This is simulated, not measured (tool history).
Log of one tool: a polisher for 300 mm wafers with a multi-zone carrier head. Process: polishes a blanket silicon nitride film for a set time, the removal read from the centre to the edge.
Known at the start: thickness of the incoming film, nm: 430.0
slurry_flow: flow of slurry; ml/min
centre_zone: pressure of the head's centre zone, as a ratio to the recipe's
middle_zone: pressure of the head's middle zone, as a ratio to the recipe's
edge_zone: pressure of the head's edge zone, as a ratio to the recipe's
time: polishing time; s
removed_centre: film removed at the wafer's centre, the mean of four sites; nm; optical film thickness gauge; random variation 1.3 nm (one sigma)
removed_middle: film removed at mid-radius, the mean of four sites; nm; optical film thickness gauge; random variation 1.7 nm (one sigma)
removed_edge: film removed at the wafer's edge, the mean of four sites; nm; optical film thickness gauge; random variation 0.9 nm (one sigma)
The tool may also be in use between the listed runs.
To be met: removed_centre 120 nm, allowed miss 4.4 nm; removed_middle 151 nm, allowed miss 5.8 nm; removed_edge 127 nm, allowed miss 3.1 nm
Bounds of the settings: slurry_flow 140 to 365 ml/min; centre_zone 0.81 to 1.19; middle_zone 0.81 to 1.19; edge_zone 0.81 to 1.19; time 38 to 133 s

run 1 hour=0 | slurry_flow=235 centre_zone=1 middle_zone=1 edge_zone=1 time=85 | removed_centre=151.96 removed_middle=166.54 removed_edge=164.54
run 2 hour=7.7 | slurry_flow=235 centre_zone=0.99 middle_zone=1.01 edge_zone=0.98 time=83 | removed_centre=144.61 removed_middle=161.83 removed_edge=160.1
run 3 hour=11.4 | slurry_flow=235 centre_zone=0.99 middle_zone=1.09 edge_zone=0.98 time=83 | removed_centre=147.55 removed_middle=174.75 removed_edge=159.81
run 4 hour=18.8 | slurry_flow=235 centre_zone=0.99 middle_zone=1.16 edge_zone=0.98 time=83 | removed_centre=149.67 removed_middle=185.01 removed_edge=158.37
run 5 hour=25.2 | slurry_flow=235 centre_zone=0.99 middle_zone=1.19 edge_zone=0.98 time=83 | removed_centre=146.21 removed_middle=187.27 removed_edge=161.72
run 6 hour=32 | slurry_flow=235 centre_zone=0.91 middle_zone=1.19 edge_zone=0.98 time=83 | removed_centre=136.91 removed_middle=182.82 removed_edge=159.58
run 7 hour=35.6 | slurry_flow=235 centre_zone=0.91 middle_zone=1.18 edge_zone=0.96 time=81 | removed_centre=131.66 removed_middle=182.82 removed_edge=155.36
run 8 hour=40 | slurry_flow=235 centre_zone=0.92 middle_zone=1.16 edge_zone=0.95 time=79 | removed_centre=132.63 removed_middle=178.77 removed_edge=149.74
run 9 hour=46.1 | slurry_flow=230 centre_zone=0.92 middle_zone=1.14 edge_zone=0.94 time=78 | removed_centre=127.94 removed_middle=168.28 removed_edge=146.6
run 10 hour=52.2 | slurry_flow=225 centre_zone=0.93 middle_zone=1.13 edge_zone=0.92 time=77 | removed_centre=126.7 removed_middle=167.37 removed_edge=143.97
run 11 hour=58.8 | slurry_flow=225 centre_zone=0.94 middle_zone=1.12 edge_zone=0.91 time=76 | removed_centre=129.44 removed_middle=162.04 removed_edge=140.36
run 12 hour=59.5 | slurry_flow=225 centre_zone=0.94 middle_zone=1.12 edge_zone=0.91 time=76 | removed_centre=128.66 removed_middle=159.19 removed_edge=142.37
run 13 hour=63.7 | slurry_flow=225 centre_zone=0.94 middle_zone=1.13 edge_zone=0.9 time=75 | removed_centre=126.97 removed_middle=162.45 removed_edge=137.86
run 14 hour=70.9 | slurry_flow=220 centre_zone=0.94 middle_zone=1.13 edge_zone=0.89 time=75 | removed_centre=123.65 removed_middle=161.64 removed_edge=139.01
run 15 hour=73.8 | slurry_flow=225 centre_zone=0.94 middle_zone=1.13 edge_zone=0.88 time=74 | removed_centre=122.77 removed_middle=158.33 removed_edge=135.24
run 16 hour=77.8 | slurry_flow=225 centre_zone=0.94 middle_zone=1.13 edge_zone=0.87 time=74 | removed_centre=125.94 removed_middle=160.03 removed_edge=135.14
run 17 hour=79.1 | slurry_flow=220 centre_zone=0.94 middle_zone=1.13 edge_zone=0.86 time=74 | removed_centre=123.63 removed_middle=159.06 removed_edge=132.79
run 18 hour=83.4 | slurry_flow=215 centre_zone=0.94 middle_zone=1.13 edge_zone=0.85 time=74 | removed_centre=122.56 removed_middle=160.24 removed_edge=132.49
-- hour=90 centre zone pressure recalibrated
run 19 hour=90 | slurry_flow=215 centre_zone=0.94 middle_zone=1.12 edge_zone=0.84 time=74 | removed_centre=133.95 removed_middle=156.65 removed_edge=130.55
run 20 hour=95.5 | slurry_flow=215 centre_zone=0.93 middle_zone=1.12 edge_zone=0.84 time=74 | removed_centre=130.47 removed_middle=156.53 removed_edge=132.15

5 next moves are on the table. One of them brings every result within its allowed miss. Which?
run A hour=101 | slurry_flow=190 centre_zone=1 middle_zone=1.02 edge_zone=0.84 time=78 | removed_centre=? removed_middle=? removed_edge=?
run B hour=101 | slurry_flow=200 centre_zone=0.93 middle_zone=1.16 edge_zone=0.81 time=74 | removed_centre=? removed_middle=? removed_edge=?
run C hour=101 | slurry_flow=205 centre_zone=1 middle_zone=1.14 edge_zone=0.81 time=74 | removed_centre=? removed_middle=? removed_edge=?
run D hour=101 | slurry_flow=235 centre_zone=0.88 middle_zone=1.19 edge_zone=1.03 time=71 | removed_centre=? removed_middle=? removed_edge=?
run E hour=101 | slurry_flow=245 centre_zone=0.9 middle_zone=1.15 edge_zone=0.89 time=69 | removed_centre=? removed_middle=? removed_edge=?

move=A removed_centre=149.21 removed_middle=152.29 removed_edge=136.28
move=B removed_centre=132.89 removed_middle=162.65 removed_edge=127.76
move=C removed_centre=143.55 removed_middle=160.77 removed_edge=128.14
move=D removed_centre=123.69 removed_middle=163.18 removed_edge=139.25
move=E removed_centre=123.65 removed_middle=154.79 removed_edge=126.86
A: further off than the last run
B: further off than the last run
C: further off than the last run
D: brings the result that was furthest off to its target, and leaves another outside
E: meets every target
The right move is E.
